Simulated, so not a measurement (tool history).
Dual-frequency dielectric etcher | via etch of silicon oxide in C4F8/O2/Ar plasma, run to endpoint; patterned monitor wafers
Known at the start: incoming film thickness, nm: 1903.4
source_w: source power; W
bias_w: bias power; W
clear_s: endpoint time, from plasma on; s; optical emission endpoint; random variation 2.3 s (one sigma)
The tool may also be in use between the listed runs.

Run 1, day 0: source_w 1450 W, bias_w 2382 W. Result: clear_s 383.56 s.
Run 2, day 0.221: source_w 1670 W, bias_w 2382 W. Result: clear_s 367.32 s.
Run 3, day 0.6: source_w 1870 W, bias_w 2382 W. Result: clear_s 342.1 s.
Run 4, day 0.688: source_w 1690 W, bias_w 2335 W. Result: clear_s 364.89 s.
Run 5, day 0.871: source_w 1850 W, bias_w 2335 W. Result: clear_s 351.73 s.
Run 6, day 1.125: source_w 1680 W, bias_w 2263 W. Result: clear_s 365.67 s.
Run 7, day 1.238: source_w 1530 W, bias_w 2165 W. Result: clear_s 385.25 s.

Run 8 comes next. What will it give?
Run 8, day 1.4: source_w 1410 W, bias_w 2103 W. Result: clear_s ?.

{"run 8": {"clear_s": 400.71}}
